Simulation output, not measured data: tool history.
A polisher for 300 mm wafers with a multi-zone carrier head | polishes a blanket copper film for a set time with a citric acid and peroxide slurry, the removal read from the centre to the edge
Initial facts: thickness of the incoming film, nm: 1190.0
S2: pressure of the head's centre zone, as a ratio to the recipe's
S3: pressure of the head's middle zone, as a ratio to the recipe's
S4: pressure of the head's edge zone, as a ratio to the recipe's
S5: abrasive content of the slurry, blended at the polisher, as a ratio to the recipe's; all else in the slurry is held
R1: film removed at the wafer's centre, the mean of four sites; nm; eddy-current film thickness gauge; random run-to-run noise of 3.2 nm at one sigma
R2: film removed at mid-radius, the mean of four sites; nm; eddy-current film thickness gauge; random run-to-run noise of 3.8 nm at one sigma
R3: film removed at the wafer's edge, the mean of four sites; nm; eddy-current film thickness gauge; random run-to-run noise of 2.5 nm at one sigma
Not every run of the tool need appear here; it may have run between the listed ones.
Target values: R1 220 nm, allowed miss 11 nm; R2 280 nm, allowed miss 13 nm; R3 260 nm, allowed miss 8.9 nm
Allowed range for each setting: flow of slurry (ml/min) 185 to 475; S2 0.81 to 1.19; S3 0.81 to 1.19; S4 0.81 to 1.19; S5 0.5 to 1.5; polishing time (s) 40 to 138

{"run": 1, "hour": 0.0, "flow of slurry (ml/min)": 305, "S2": 1, "S3": 1, "S4": 1, "S5": 1, "polishing time (s)": 88, "R1": 215.11, "R2": 218.31, "R3": 216.6}
{"run": 2, "hour": 3.9, "flow of slurry (ml/min)": 305, "S2": 1, "S3": 1.06, "S4": 1, "S5": 1, "polishing time (s)": 88, "R1": 214.27, "R2": 227.99, "R3": 210.28}
{"run": 3, "hour": 10.1, "flow of slurry (ml/min)": 305, "S2": 1, "S3": 1.06, "S4": 1, "S5": 0.85, "polishing time (s)": 88, "R1": 205.19, "R2": 213.15, "R3": 199.44}
{"run": 4, "hour": 19.0, "flow of slurry (ml/min)": 240, "S2": 1, "S3": 1.06, "S4": 1, "S5": 0.85, "polishing time (s)": 88, "R1": 195.94, "R2": 209.81, "R3": 192.79}
{"run": 5, "hour": 24.9, "flow of slurry (ml/min)": 240, "S2": 1, "S3": 1.06, "S4": 0.94, "S5": 0.85, "polishing time (s)": 88, "R1": 200.9, "R2": 210.38, "R3": 193.73}
{"run": 6, "hour": 27.0, "flow of slurry (ml/min)": 240, "S2": 1.06, "S3": 1.06, "S4": 0.94, "S5": 0.85, "polishing time (s)": 88, "R1": 211.85, "R2": 209.74, "R3": 193.93}
{"run": 7, "hour": 30.9, "flow of slurry (ml/min)": 235, "S2": 0.96, "S3": 1.16, "S4": 1.04, "S5": 1.1, "polishing time (s)": 96, "R1": 227.04, "R2": 273.86, "R3": 232.55}
{"run": 8, "hour": 36.2, "flow of slurry (ml/min)": 235, "S2": 0.95, "S3": 1.15, "S4": 1.05, "S5": 1.1, "polishing time (s)": 96, "R1": 226.27, "R2": 263.49, "R3": 241.32}
{"run": 9, "hour": 39.5, "flow of slurry (ml/min)": 235, "S2": 0.94, "S3": 1.16, "S4": 1.05, "S5": 1.1, "polishing time (s)": 96, "R1": 222.64, "R2": 265.06, "R3": 236.8}

Next run, 4 choices. One meets every target within its allowed miss, the rest don't. Which?
{"run": "A", "hour": 42.8, "flow of slurry (ml/min)": 210, "S2": 0.95, "S3": 1.15, "S4": 0.99, "S5": 1.1, "polishing time (s)": 100, "R1": "?", "R2": "?", "R3": "?"}
{"run": "B", "hour": 42.8, "flow of slurry (ml/min)": 330, "S2": 0.81, "S3": 1.06, "S4": 0.99, "S5": 1.15, "polishing time (s)": 103, "R1": "?", "R2": "?", "R3": "?"}
{"run": "C", "hour": 42.8, "flow of slurry (ml/min)": 230, "S2": 0.98, "S3": 1.1, "S4": 0.94, "S5": 1, "polishing time (s)": 98, "R1": "?", "R2": "?", "R3": "?"}
{"run": "D", "hour": 42.8, "flow of slurry (ml/min)": 230, "S2": 0.93, "S3": 1.19, "S4": 1, "S5": 1.2, "polishing time (s)": 92, "R1": "?", "R2": "?", "R3": "?"}

move=A R1=232.53 R2=273.28 R3=238.64
move=B R1=223.83 R2=281.96 R3=260.44
move=C R1=231.02 R2=253.66 R3=223.88
move=D R1=219.04 R2=269.83 R3=228.89
A: nearer the targets than the last run, but a result is still out of spec
B: all results in spec
C: further off than the last run
D: further off than the last run
B is the move that brings every result within its allowed miss.

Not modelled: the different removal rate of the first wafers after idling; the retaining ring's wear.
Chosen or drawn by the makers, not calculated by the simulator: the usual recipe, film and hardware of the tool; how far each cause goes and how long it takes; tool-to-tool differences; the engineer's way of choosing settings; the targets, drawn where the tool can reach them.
